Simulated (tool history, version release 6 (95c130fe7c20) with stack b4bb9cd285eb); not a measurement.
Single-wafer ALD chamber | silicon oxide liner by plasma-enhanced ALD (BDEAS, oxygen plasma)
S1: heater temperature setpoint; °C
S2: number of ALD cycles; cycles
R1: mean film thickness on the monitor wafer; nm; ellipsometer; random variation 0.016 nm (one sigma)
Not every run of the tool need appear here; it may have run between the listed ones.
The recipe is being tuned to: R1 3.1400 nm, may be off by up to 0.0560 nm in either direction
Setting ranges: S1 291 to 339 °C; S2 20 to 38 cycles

run 1 hour=0.0 | S1=315 S2=29 | R1=2.7129
run 2 hour=6.3 | S1=308 S2=29 | R1=2.7115
run 3 hour=10.9 | S1=308 S2=31 | R1=2.8933
run 4 hour=15.4 | S1=308 S2=32 | R1=2.9934
run 5 hour=19.2 | S1=308 S2=29 | R1=2.7279
run 6 hour=23.4 | S1=308 S2=31 | R1=2.8875
run 7 hour=24.7 | S1=308 S2=32 | R1=2.9895
run 8 hour=31.2 | S1=308 S2=32 | R1=3.0169

Which single option among these 4 for the next run brings every result within its allowed miss of target? Just one does.
run A hour=37.7 | S1=310 S2=32 | R1=?
run B hour=37.7 | S1=301 S2=33 | R1=?
run C hour=37.7 | S1=300 S2=30 | R1=?
run D hour=37.7 | S1=305 S2=30 | R1=?

move=A R1=3.0136
move=B R1=3.1427
move=C R1=2.8605
move=D R1=2.8429
A: about as far from the targets as the last run
B: in spec on every target
C: the biggest miss grows against the last run
D: the biggest miss grows against the last run
Move B is the one to make.
